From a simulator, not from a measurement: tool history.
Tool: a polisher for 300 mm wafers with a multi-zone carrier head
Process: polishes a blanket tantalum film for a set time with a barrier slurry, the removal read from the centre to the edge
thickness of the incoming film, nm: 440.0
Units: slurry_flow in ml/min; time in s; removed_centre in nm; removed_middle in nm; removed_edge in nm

{"run": 1, "day": 0.0, "slurry_flow": 180, "centre_zone": 1, "middle_zone": 1, "edge_zone": 1, "slurry_solids": 1, "time": 35, "removed_centre": 53.608, "removed_middle": 54.283, "removed_edge": 53.587}
{"run": 2, "day": 0.196, "slurry_flow": 180, "centre_zone": 1, "middle_zone": 1, "edge_zone": 1.05, "slurry_solids": 1, "time": 35, "removed_centre": 54.473, "removed_middle": 54.94, "removed_edge": 55.404}
{"run": 3, "day": 0.529, "slurry_flow": 180, "centre_zone": 1.07, "middle_zone": 1, "edge_zone": 1.05, "slurry_solids": 1, "time": 35, "removed_centre": 56.843, "removed_middle": 54.207, "removed_edge": 55.512}
{"run": 4, "day": 0.825, "slurry_flow": 185, "centre_zone": 1.07, "middle_zone": 0.99, "edge_zone": 1.07, "slurry_solids": 1.05, "time": 35, "removed_centre": 59.24, "removed_middle": 55.493, "removed_edge": 56.631}
{"run": 5, "day": 1.188, "slurry_flow": 185, "centre_zone": 1.07, "middle_zone": 0.99, "edge_zone": 1.07, "slurry_solids": 1.05, "time": 41, "removed_centre": 69.917, "removed_middle": 64.808, "removed_edge": 66.431}
{"run": 6, "day": 1.338, "slurry_flow": 185, "centre_zone": 1.07, "middle_zone": 1.07, "edge_zone": 1.07, "slurry_solids": 1.05, "time": 41, "removed_centre": 68.612, "removed_middle": 69.705, "removed_edge": 66.486}
{"run": 7, "day": 1.462, "slurry_flow": 180, "centre_zone": 1.07, "middle_zone": 1.05, "edge_zone": 1.08, "slurry_solids": 1.05, "time": 41, "removed_centre": 68.803, "removed_middle": 66.918, "removed_edge": 66.07}
{"run": 8, "day": 1.804, "slurry_flow": 175, "centre_zone": 1.06, "middle_zone": 1.04, "edge_zone": 1.09, "slurry_solids": 1.05, "time": 41, "removed_centre": 69.316, "removed_middle": 66.222, "removed_edge": 66.168}

Forecast run 9:
{"run": 9, "day": 2.129, "slurry_flow": 135, "centre_zone": 0.96, "middle_zone": 0.94, "edge_zone": 1.17, "slurry_solids": 1.05, "time": 41, "removed_centre": "?", "removed_middle": "?", "removed_edge": "?"}

Run 9 gave removed_centre 61.252 nm, removed_middle 60.401 nm, removed_edge 67.502 nm.
